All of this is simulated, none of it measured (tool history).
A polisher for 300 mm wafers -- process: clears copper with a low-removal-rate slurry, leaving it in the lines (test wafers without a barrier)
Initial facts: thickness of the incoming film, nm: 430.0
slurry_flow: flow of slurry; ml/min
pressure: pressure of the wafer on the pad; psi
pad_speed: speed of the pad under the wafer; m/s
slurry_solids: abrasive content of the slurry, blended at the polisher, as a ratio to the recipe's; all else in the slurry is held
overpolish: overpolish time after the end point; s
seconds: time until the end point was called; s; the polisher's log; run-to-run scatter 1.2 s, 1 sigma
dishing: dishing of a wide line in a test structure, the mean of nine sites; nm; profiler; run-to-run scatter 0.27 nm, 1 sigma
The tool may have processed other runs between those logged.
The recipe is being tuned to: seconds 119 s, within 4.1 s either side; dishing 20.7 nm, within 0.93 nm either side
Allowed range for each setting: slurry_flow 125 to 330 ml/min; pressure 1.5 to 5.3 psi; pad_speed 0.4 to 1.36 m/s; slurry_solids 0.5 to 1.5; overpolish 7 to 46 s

| run | hour | slurry_flow | pressure | pad_speed | slurry_solids | overpolish | seconds | dishing |
|---|---|---|---|---|---|---|---|---|
| 1 | 0 | 210 | 3.4 | 0.88 | 1 | 24 | 138.77 | 26.672 |
| 2 | 7.7 | 210 | 3.4 | 0.88 | 0.8 | 24 | 149.41 | 25.894 |
| 3 | 13 | 210 | 3.4 | 0.88 | 0.8 | 34 | 148.39 | 28.413 |
| 4 | 20.6 | 255 | 3.4 | 0.88 | 0.8 | 34 | 142.74 | 29.684 |
| 5 | 26.5 | 305 | 3.4 | 0.88 | 0.8 | 34 | 143.86 | 29.446 |
| 6 | 28.2 | 330 | 3.4 | 0.88 | 0.8 | 34 | 140.07 | 29.341 |
| 7 | 34 | 330 | 3.6 | 0.88 | 0.75 | 27 | 135.65 | 27.852 |
| 8 | 41.4 | 300 | 3 | 1.02 | 1 | 16 | 130.54 | 23.065 |
| 9 | 45.6 | 310 | 3 | 1.04 | 1 | 14 | 127.74 | 21.929 |
| 10 | 53.9 | 310 | 3.1 | 1.04 | 1 | 13 | 125.23 | 21.148 |

Which one of the following 5 next-run settings gets every result inside its allowed miss? There is exactly one.
| A | 62.2 | 300 | 3.2 | 0.96 | 1.2 | 16 | ? | ? |
| B | 62.2 | 325 | 3.3 | 1.04 | 1 | 15 | ? | ? |
| C | 62.2 | 310 | 2.8 | 1.08 | 1.05 | 16 | ? | ? |
| D | 62.2 | 330 | 4 | 0.84 | 1.2 | 12 | ? | ? |
| E | 62.2 | 310 | 3.4 | 0.94 | 1.05 | 15 | ? | ? |

| move | seconds | dishing |
|---|---|---|
| A | 123.37 | 23.195 |
| B | 116.03 | 23.174 |
| C | 126.43 | 22.863 |
| D | 115.35 | 20.795 |
| E | 123.31 | 22.515 |
A: further off than the last run
B: the worst result of the last run now meets its target, but another is out of spec
C: further off than the last run
D: in spec on every target
E: further off than the last run
Correct choice: D, which meets every target
